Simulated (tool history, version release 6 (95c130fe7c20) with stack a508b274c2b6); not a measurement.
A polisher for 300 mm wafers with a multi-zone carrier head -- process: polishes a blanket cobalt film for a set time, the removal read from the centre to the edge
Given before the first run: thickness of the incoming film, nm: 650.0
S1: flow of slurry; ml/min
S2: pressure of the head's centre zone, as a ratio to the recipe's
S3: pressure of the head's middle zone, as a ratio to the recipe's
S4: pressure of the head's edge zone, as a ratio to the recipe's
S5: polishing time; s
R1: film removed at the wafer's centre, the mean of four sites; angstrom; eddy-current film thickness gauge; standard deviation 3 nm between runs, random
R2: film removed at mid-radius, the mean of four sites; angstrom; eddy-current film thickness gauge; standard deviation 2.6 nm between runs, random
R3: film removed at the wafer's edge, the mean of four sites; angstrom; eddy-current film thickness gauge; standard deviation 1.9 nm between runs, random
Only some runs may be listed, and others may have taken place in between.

run	hour	S1	S2	S3	S4	S5	R1	R2	R3
1	0	235	1	1	1	31	1590.6	1667.5	1662.1
2	8.1	235	1	1	0.97	31	1623.7	1714.5	1634.7
3	11.1	235	1	1	1.05	31	1653.6	1683.8	1701.6
4	12.8	235	1	1	1.05	23	1231.7	1269.7	1261.2
5	15	240	1.03	1.01	1.06	25	1374.5	1377.6	1382.8
6	15.6	245	1.06	1.02	1.08	27	1501.5	1529	1495.5
7	20.6	250	1.09	1	1.09	28	1582.3	1513.7	1542.1
8	23.9	255	1.11	1	1.1	29	1699	1574.1	1639.9
9	26.4	260	1.13	1.01	1.11	30	1780.8	1650.7	1676.6

Run 10 is up next; what results do you expect?
10	32.1	260	1.14	1.01	1.12	31	?	?	?

Run 10 produced R1 1866.2 angstrom, R2 1680.7 angstrom, R3 1748.2 angstrom.

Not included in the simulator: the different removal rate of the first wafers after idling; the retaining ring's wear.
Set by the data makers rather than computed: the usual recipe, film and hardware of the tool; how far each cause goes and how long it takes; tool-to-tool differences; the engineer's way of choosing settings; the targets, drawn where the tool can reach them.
